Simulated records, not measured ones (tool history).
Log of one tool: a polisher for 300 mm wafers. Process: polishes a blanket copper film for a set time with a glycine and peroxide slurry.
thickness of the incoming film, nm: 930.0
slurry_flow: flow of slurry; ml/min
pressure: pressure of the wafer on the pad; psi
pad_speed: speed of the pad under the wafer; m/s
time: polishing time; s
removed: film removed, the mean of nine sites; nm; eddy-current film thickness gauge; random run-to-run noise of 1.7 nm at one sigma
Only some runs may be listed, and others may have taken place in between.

{"run": 1, "hour": 0.0, "slurry_flow": 215, "pressure": 2.2, "pad_speed": 0.76, "time": 41, "removed": 154.19}
{"run": 2, "hour": 8.0, "slurry_flow": 215, "pressure": 2.7, "pad_speed": 0.76, "time": 41, "removed": 181.76}
{"run": 3, "hour": 14.3, "slurry_flow": 220, "pressure": 2.8, "pad_speed": 0.76, "time": 41, "removed": 186.35}
{"run": 4, "hour": 22.4, "slurry_flow": 220, "pressure": 2.9, "pad_speed": 0.76, "time": 41, "removed": 192.33}
{"run": 5, "hour": 25.3, "slurry_flow": 220, "pressure": 3.0, "pad_speed": 0.76, "time": 41, "removed": 199.24}
{"run": 6, "hour": 26.9, "slurry_flow": 220, "pressure": 3.5, "pad_speed": 0.76, "time": 41, "removed": 223.06}
{"run": 7, "hour": 29.6, "slurry_flow": 215, "pressure": 3.4, "pad_speed": 0.76, "time": 41, "removed": 217.44}
{"hour": 37.8, "done": "worn pad replaced by a new one"}
{"run": 8, "hour": 37.8, "slurry_flow": 210, "pressure": 3.4, "pad_speed": 0.76, "time": 41, "removed": 228.94}

What does the tool deliver on the next run?
{"run": 9, "hour": 40.7, "slurry_flow": 220, "pressure": 3.4, "pad_speed": 0.76, "time": 41, "removed": "?"}

Run 9 came out at removed 233.94 nm.

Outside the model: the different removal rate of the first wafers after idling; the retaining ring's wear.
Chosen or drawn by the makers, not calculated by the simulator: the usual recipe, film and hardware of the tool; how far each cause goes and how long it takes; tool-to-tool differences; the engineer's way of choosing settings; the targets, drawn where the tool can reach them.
